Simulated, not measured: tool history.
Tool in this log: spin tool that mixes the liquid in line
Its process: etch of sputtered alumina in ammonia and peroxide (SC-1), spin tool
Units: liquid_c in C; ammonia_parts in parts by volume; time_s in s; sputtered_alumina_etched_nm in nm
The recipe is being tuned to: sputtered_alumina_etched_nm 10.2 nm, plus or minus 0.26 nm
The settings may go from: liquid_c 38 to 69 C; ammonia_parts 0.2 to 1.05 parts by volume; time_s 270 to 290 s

run	hour	liquid_c	ammonia_parts	time_s	sputtered_alumina_etched_nm
1	0	53	0.55	270	15.067
2	5.2	51.5	0.55	270	13.846
3	7.5	51.5	0.45	270	13.561
4	12.1	50.5	0.45	270	12.851
5	19.5	49.5	0.45	270	12.227
6	26.4	52	0.45	270	13.88
7	29.9	51	0.45	270	13.26
8	38.7	45	0.45	270	9.3708
9	40	45.5	0.45	270	9.8301

Which single option among these 4 for the next run brings every result within its allowed miss of target? Just one does.
A	41.3	45.5	0.35	275	?
B	41.3	45	0.45	270	?
C	41.3	45	0.5	270	?
D	41.3	45	0.45	290	?

move	sputtered_alumina_etched_nm
A	9.7243
B	9.5044
C	9.6001
D	10.208
A: further off than the last run
B: further off than the last run
C: further off than the last run
D: every result within its allowed miss
Correct choice: D, which meets every target

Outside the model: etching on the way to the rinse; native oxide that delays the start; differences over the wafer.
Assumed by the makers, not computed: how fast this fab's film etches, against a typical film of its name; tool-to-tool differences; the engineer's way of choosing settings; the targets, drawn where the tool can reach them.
